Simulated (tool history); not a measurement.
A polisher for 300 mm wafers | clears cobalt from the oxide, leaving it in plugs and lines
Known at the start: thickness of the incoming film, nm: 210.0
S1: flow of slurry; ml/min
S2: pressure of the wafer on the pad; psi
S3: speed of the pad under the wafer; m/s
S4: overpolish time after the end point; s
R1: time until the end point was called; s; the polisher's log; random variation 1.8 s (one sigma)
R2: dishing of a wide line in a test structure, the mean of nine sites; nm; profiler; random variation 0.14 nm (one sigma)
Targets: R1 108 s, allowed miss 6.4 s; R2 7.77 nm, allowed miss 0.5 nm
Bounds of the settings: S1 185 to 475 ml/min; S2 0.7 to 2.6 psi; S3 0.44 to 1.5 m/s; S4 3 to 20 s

run,hour,S1,S2,S3,S4,R1,R2
1,0,305,1.6,0.96,10,66.608,23.855
2,2.6,235,1.6,0.96,10,68.82,22.737
3,7.4,235,1.3,0.96,10,85.061,20.645
4,14.4,235,1.3,0.96,12,84.124,22.907
5,19.5,260,1.3,0.96,12,83.67,23.6
6,22.3,285,1.3,0.96,12,83.212,23.331
7,26.9,370,1,0.68,7,148.79,9.8878
8,29.6,455,1.5,0.58,3,112.65,5.4538
# hour 33.1: worn pad replaced by a new one
9,33.1,415,1.5,0.6,3,97.665,6.5996
10,40.8,410,1.5,0.62,4,93.248,8.2782
11,43.7,420,1.5,0.62,4,92.792,8.6916
12,51.6,430,1.5,0.62,4,97.675,8.5956

Which of these 5 next moves meets every target?
A,59.5,475,1.2,0.6,6,?,?
B,59.5,420,1.6,0.64,4,?,?
C,59.5,410,1.5,0.54,4,?,?
D,59.5,460,1.8,0.62,4,?,?
E,59.5,475,1.1,0.72,5,?,?

move,R1,R2
A,124.52,10.024
B,89.379,9.3802
C,112.03,7.6704
D,81.691,10.147
E,113.69,9.2461
A: further off than the last run
B: further off than the last run
C: meets every target
D: further off than the last run
E: further off than the last run
Move C is the one to make.

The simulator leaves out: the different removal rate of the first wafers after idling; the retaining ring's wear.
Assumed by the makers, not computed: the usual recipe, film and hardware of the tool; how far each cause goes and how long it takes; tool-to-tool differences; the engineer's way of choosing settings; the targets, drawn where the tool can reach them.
